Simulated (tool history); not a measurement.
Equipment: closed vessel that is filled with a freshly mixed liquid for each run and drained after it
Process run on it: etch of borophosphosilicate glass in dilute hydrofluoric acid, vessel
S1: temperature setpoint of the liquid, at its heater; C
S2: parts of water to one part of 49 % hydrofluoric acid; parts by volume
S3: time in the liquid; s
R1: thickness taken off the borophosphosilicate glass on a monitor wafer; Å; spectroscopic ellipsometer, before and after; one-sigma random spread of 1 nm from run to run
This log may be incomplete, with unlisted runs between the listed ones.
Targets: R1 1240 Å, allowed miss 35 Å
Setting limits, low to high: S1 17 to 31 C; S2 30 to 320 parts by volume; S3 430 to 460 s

run,day,S1,S2,S3,R1
1,0,23,175,430,972.47
2,0.279,24,175,430,991.24
3,0.375,25,175,430,1018.6
4,0.567,25.5,175,430,1043.6
5,0.696,26,175,430,1082.6
6,1.05,26.5,175,430,1105.6
7,1.354,27,175,430,1114.6
8,1.621,27.5,175,430,1141.9
9,1.888,28,175,430,1163.8
10,2.129,29,175,430,1201

Of the 4 settings listed for the next run, only one would bring every result within its allowed miss of target. Which one?
A,2.371,29.5,175,435,?
B,2.371,28,185,445,?
C,2.371,30,185,435,?
D,2.371,30.5,200,460,?

move,R1
A,1241.7
B,1125.5
C,1181.9
D,1156.4
A: every result lands within tolerance
B: misses by more than the last run did
C: misses by more than the last run did
D: misses by more than the last run did
A meets every target.
